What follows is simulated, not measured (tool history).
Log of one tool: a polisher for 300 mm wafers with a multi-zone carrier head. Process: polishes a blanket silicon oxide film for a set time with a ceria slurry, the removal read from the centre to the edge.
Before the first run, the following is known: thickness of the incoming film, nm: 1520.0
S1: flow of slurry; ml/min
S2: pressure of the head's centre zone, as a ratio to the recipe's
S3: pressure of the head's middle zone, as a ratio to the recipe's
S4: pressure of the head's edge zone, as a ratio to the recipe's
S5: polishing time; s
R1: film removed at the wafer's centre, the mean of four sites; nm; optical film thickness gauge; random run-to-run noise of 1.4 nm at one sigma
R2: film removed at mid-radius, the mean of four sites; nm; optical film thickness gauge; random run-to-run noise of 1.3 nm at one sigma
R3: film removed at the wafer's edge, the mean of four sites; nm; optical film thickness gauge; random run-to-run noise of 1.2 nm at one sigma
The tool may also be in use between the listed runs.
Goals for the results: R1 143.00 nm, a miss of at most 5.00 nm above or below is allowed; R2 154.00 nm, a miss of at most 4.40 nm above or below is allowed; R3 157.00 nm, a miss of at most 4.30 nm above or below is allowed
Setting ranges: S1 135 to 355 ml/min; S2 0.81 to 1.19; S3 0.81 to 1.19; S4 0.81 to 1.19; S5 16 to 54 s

run 1 hour=0.0 | S1=225 S2=1.00 S3=1.00 S4=1.00 S5=35 | R1=173.10 R2=174.64 R3=174.23
run 2 hour=3.1 | S1=225 S2=1.00 S3=1.00 S4=0.93 S5=35 | R1=170.46 R2=173.08 R3=169.46
run 3 hour=9.5 | S1=215 S2=0.98 S3=0.99 S4=0.91 S5=35 | R1=168.11 R2=172.62 R3=170.06
run 4 hour=16.8 | S1=215 S2=0.98 S3=0.99 S4=0.91 S5=43 | R1=202.23 R2=211.95 R3=204.17
run 5 hour=20.9 | S1=210 S2=0.96 S3=0.98 S4=0.90 S5=41 | R1=193.09 R2=199.86 R3=194.02
run 6 hour=21.6 | S1=180 S2=0.96 S3=0.98 S4=0.90 S5=41 | R1=186.63 R2=194.00 R3=192.81
run 7 hour=30.6 | S1=185 S2=0.94 S3=0.97 S4=0.89 S5=39 | R1=172.65 R2=184.36 R3=183.55
run 8 hour=37.1 | S1=190 S2=0.93 S3=0.96 S4=0.88 S5=38 | R1=168.57 R2=177.61 R3=173.58
run 9 hour=40.3 | S1=180 S2=0.91 S3=0.94 S4=0.88 S5=38 | R1=164.68 R2=175.82 R3=175.51
-- hour=42.3 worn pad replaced by a new one
run 10 hour=42.3 | S1=180 S2=0.90 S3=0.92 S4=0.87 S5=37 | R1=177.24 R2=183.24 R3=188.16
run 11 hour=43.7 | S1=170 S2=0.91 S3=0.93 S4=0.88 S5=36 | R1=170.34 R2=178.06 R3=182.33
run 12 hour=45.4 | S1=160 S2=0.85 S3=0.91 S4=0.83 S5=31 | R1=135.09 R2=150.44 R3=154.37
run 13 hour=49.4 | S1=165 S2=0.86 S3=0.91 S4=0.83 S5=31 | R1=137.48 R2=149.95 R3=151.10
run 14 hour=54.6 | S1=190 S2=0.87 S3=0.91 S4=0.89 S5=32 | R1=147.26 R2=159.08 R3=164.98

Below are 5 possible settings for the next run. Only one of them brings all results inside the allowed miss of their targets. Which is it?
run A hour=59.8 | S1=165 S2=0.90 S3=0.87 S4=0.86 S5=31 | R1=? R2=? R3=?
run B hour=59.8 | S1=200 S2=0.84 S3=0.82 S4=0.96 S5=32 | R1=? R2=? R3=?
run C hour=59.8 | S1=135 S2=0.83 S3=0.90 S4=0.88 S5=35 | R1=? R2=? R3=?
run D hour=59.8 | S1=140 S2=0.86 S3=0.89 S4=0.81 S5=33 | R1=? R2=? R3=?
run E hour=59.8 | S1=185 S2=0.89 S3=0.84 S4=0.91 S5=33 | R1=? R2=? R3=?

move=A R1=145.33 R2=147.80 R3=154.09
move=B R1=143.83 R2=149.10 R3=170.57
move=C R1=146.34 R2=166.66 R3=172.01
move=D R1=143.90 R2=156.56 R3=156.96
move=E R1=155.56 R2=155.24 R3=170.28
A: the worst result of the last run now meets its target, but another is out of spec
B: moves away from the targets compared with the last run
C: moves away from the targets compared with the last run
D: meets every target
E: moves away from the targets compared with the last run
D is the move that brings every result within its allowed miss.
